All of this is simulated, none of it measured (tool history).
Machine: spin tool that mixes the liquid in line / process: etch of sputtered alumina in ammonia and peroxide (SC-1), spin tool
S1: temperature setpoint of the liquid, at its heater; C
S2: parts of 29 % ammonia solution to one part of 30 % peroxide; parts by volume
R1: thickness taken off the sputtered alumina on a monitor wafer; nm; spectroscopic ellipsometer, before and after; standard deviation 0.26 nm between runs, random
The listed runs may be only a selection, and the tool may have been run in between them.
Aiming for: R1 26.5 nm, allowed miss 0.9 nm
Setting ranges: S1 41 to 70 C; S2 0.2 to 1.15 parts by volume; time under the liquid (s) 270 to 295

run 1 hour=0 | S1=57 S2=0.65 time_under_the_liquid_(s)=270 | R1=21.835
run 2 hour=8 | S1=62.5 S2=0.65 time_under_the_liquid_(s)=270 | R1=28.475
run 3 hour=14.2 | S1=59.5 S2=0.65 time_under_the_liquid_(s)=270 | R1=24.892
run 4 hour=17.5 | S1=60 S2=0.65 time_under_the_liquid_(s)=270 | R1=25.268
run 5 hour=18.4 | S1=55.5 S2=0.65 time_under_the_liquid_(s)=270 | R1=19.96
run 6 hour=19.6 | S1=57 S2=0.65 time_under_the_liquid_(s)=270 | R1=21.848
run 7 hour=25.8 | S1=58 S2=0.65 time_under_the_liquid_(s)=270 | R1=22.718
run 8 hour=26.5 | S1=58.5 S2=0.65 time_under_the_liquid_(s)=270 | R1=22.996
run 9 hour=35.3 | S1=58.5 S2=0.65 time_under_the_liquid_(s)=270 | R1=23.104
run 10 hour=40.8 | S1=59 S2=0.65 time_under_the_liquid_(s)=270 | R1=24.066
run 11 hour=49.5 | S1=59.5 S2=0.65 time_under_the_liquid_(s)=270 | R1=24.392

5 candidate next runs follow, results not yet known. Just one meets every target within its allowed miss. Identify it.
run A hour=58.2 | S1=58.5 S2=0.5 time_under_the_liquid_(s)=270 | R1=?
run B hour=58.2 | S1=59 S2=0.75 time_under_the_liquid_(s)=270 | R1=?
run C hour=58.2 | S1=59.5 S2=0.7 time_under_the_liquid_(s)=290 | R1=?
run D hour=58.2 | S1=56 S2=0.6 time_under_the_liquid_(s)=270 | R1=?
run E hour=58.2 | S1=56 S2=0.55 time_under_the_liquid_(s)=295 | R1=?

move=A R1=23.007
move=B R1=24.534
move=C R1=26.864
move=D R1=20.538
move=E R1=22.255
A: further off than the last run
B: closes in on the targets versus the last run, not all within tolerance yet
C: meets every target
D: further off than the last run
E: further off than the last run
Go with C: it meets all targets.
